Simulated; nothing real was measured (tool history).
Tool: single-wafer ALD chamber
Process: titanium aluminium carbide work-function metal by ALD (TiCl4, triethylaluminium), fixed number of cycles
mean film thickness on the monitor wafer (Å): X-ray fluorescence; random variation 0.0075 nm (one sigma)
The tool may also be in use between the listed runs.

| run | hour | heater temperature setpoint (°C) | triethylaluminium pulse time (s) | mean film thickness on the monitor wafer (Å) |
|---|---|---|---|---|
| 1 | 0 | 310 | 7.44 | 19.64 |
| 2 | 3.2 | 313 | 7.69 | 19.959 |
| 3 | 3.9 | 317 | 7.69 | 20.469 |
| 4 | 8.8 | 317 | 6.18 | 19.446 |
| 5 | 9.9 | 317 | 7.86 | 20.524 |
| 6 | 12 | 319 | 7.95 | 20.66 |
| 7 | 17.6 | 321 | 8.1 | 20.914 |
|  | 18.9 | thermocouple changed; heater temperature recalibrated |
| 8 | 18.9 | 323 | 8.23 | 20.939 |

Forecast run 9:
| 9 | 25.8 | 324 | 8.47 | ? |

{"run 9": {"mean film thickness on the monitor wafer (Å)": 21.201}}
